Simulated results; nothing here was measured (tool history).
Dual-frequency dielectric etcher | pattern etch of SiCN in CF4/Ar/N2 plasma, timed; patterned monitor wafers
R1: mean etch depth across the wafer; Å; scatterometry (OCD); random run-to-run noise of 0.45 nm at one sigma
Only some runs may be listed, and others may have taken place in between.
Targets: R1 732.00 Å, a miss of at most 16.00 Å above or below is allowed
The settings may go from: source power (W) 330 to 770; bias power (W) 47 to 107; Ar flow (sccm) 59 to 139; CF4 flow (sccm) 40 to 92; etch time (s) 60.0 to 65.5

{"run": 1, "hour": 0.0, "source power (W)": 550, "bias power (W)": 77, "Ar flow (sccm)": 99, "CF4 flow (sccm)": 66, "etch time (s)": 65.5, "R1": 628.55}
{"run": 2, "hour": 1.5, "source power (W)": 550, "bias power (W)": 77, "Ar flow (sccm)": 99, "CF4 flow (sccm)": 66, "etch time (s)": 60.0, "R1": 576.63}
{"run": 3, "hour": 8.8, "source power (W)": 550, "bias power (W)": 77, "Ar flow (sccm)": 99, "CF4 flow (sccm)": 66, "etch time (s)": 60.0, "R1": 571.59}
{"run": 4, "hour": 14.5, "source power (W)": 550, "bias power (W)": 77, "Ar flow (sccm)": 108, "CF4 flow (sccm)": 66, "etch time (s)": 60.0, "R1": 565.38}
{"run": 5, "hour": 17.7, "source power (W)": 580, "bias power (W)": 77, "Ar flow (sccm)": 108, "CF4 flow (sccm)": 66, "etch time (s)": 60.0, "R1": 577.08}
{"run": 6, "hour": 19.3, "source power (W)": 580, "bias power (W)": 77, "Ar flow (sccm)": 120, "CF4 flow (sccm)": 66, "etch time (s)": 60.0, "R1": 569.78}
{"run": 7, "hour": 20.6, "source power (W)": 610, "bias power (W)": 78, "Ar flow (sccm)": 120, "CF4 flow (sccm)": 66, "etch time (s)": 60.0, "R1": 588.41}
{"run": 8, "hour": 24.6, "source power (W)": 640, "bias power (W)": 79, "Ar flow (sccm)": 119, "CF4 flow (sccm)": 66, "etch time (s)": 60.0, "R1": 615.42}
{"run": 9, "hour": 29.3, "source power (W)": 660, "bias power (W)": 80, "Ar flow (sccm)": 119, "CF4 flow (sccm)": 66, "etch time (s)": 60.0, "R1": 630.0}
{"run": 10, "hour": 37.5, "source power (W)": 680, "bias power (W)": 81, "Ar flow (sccm)": 118, "CF4 flow (sccm)": 66, "etch time (s)": 60.0, "R1": 651.56}
{"run": 11, "hour": 44.2, "source power (W)": 690, "bias power (W)": 82, "Ar flow (sccm)": 118, "CF4 flow (sccm)": 66, "etch time (s)": 60.0, "R1": 650.87}
{"run": 12, "hour": 51.9, "source power (W)": 700, "bias power (W)": 83, "Ar flow (sccm)": 117, "CF4 flow (sccm)": 66, "etch time (s)": 60.0, "R1": 675.64}
{"run": 13, "hour": 52.5, "source power (W)": 710, "bias power (W)": 83, "Ar flow (sccm)": 117, "CF4 flow (sccm)": 66, "etch time (s)": 60.0, "R1": 670.42}

5 next moves are on the table. One of them brings every result within its allowed miss. Which?
{"run": "A", "hour": 53.1, "source power (W)": 690, "bias power (W)": 83, "Ar flow (sccm)": 115, "CF4 flow (sccm)": 66, "etch time (s)": 60.0, "R1": "?"}
{"run": "B", "hour": 53.1, "source power (W)": 730, "bias power (W)": 99, "Ar flow (sccm)": 106, "CF4 flow (sccm)": 57, "etch time (s)": 65.5, "R1": "?"}
{"run": "C", "hour": 53.1, "source power (W)": 700, "bias power (W)": 83, "Ar flow (sccm)": 112, "CF4 flow (sccm)": 64, "etch time (s)": 61.5, "R1": "?"}
{"run": "D", "hour": 53.1, "source power (W)": 760, "bias power (W)": 78, "Ar flow (sccm)": 114, "CF4 flow (sccm)": 74, "etch time (s)": 62.5, "R1": "?"}
{"run": "E", "hour": 53.1, "source power (W)": 660, "bias power (W)": 81, "Ar flow (sccm)": 106, "CF4 flow (sccm)": 66, "etch time (s)": 62.0, "R1": "?"}

move=A R1=662.61
move=B R1=790.18
move=C R1=683.53
move=D R1=736.45
move=E R1=668.62
A: further off than the last run
B: takes the result that was furthest off past its target
C: moves toward the targets from the last run without getting all of them in spec
D: meets every target
E: neither nearer nor further off than the last run
Correct choice: D, which meets every target
